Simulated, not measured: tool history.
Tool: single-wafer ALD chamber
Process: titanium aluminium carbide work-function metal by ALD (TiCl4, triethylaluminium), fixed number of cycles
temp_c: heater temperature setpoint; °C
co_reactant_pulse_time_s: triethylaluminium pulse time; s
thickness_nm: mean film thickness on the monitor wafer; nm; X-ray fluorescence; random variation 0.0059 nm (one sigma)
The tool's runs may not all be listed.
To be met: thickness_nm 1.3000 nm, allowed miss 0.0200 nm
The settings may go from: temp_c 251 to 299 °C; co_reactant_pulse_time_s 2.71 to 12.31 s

| run | hour | temp_c | co_reactant_pulse_time_s | thickness_nm |
|---|---|---|---|---|
| 1 | 0.0 | 275 | 7.51 | 1.7107 |
| 2 | 7.4 | 275 | 8.55 | 1.7550 |
| 3 | 14.1 | 271 | 7.58 | 1.6858 |
| 4 | 20.9 | 271 | 9.65 | 1.7525 |
| 5 | 28.3 | 271 | 11.30 | 1.7894 |
| 6 | 32.8 | 268 | 9.88 | 1.7327 |
| 7 | 40.7 | 265 | 8.69 | 1.6637 |
| 8 | 46.6 | 263 | 7.70 | 1.6219 |
| 9 | 51.5 | 261 | 6.87 | 1.5669 |
| 10 | 60.2 | 259 | 6.18 | 1.5063 |
| 11 | 62.4 | 258 | 5.61 | 1.4608 |
| 12 | 64.6 | 257 | 5.20 | 1.4130 |
| 13 | 69.2 | 256 | 4.98 | 1.3995 |
| 14 | 76.4 | 255 | 4.77 | 1.3541 |
| 15 | 81.3 | 254 | 4.70 | 1.3412 |
| 16 | 86.7 | 254 | 4.70 | 1.3390 |
| 17 | 92.9 | 254 | 4.66 | 1.3321 |
| 18 | 99.1 | 254 | 4.64 | 1.3329 |
| 19 | 100.0 | 254 | 4.62 | 1.3306 |
| 20 | 102.1 | 251 | 4.19 | 1.2557 |
| 21 | 106.2 | 251 | 4.20 | 1.2510 |
| 22 | 109.7 | 251 | 4.21 | 1.2483 |
| 23 | 113.8 | 252 | 4.22 | 1.2639 |

4 next moves are on the table. One of them brings every result within its allowed miss. Which?
| A | 117.9 | 252 | 4.01 | ? |
| B | 117.9 | 252 | 4.10 | ? |
| C | 117.9 | 257 | 4.28 | ? |
| D | 117.9 | 251 | 4.20 | ? |

| move | thickness_nm |
|---|---|
| A | 1.2298 |
| B | 1.2423 |
| C | 1.3008 |
| D | 1.2495 |
A: further off than the last run
B: further off than the last run
C: meets every target
D: further off than the last run
Move C is the one to make.
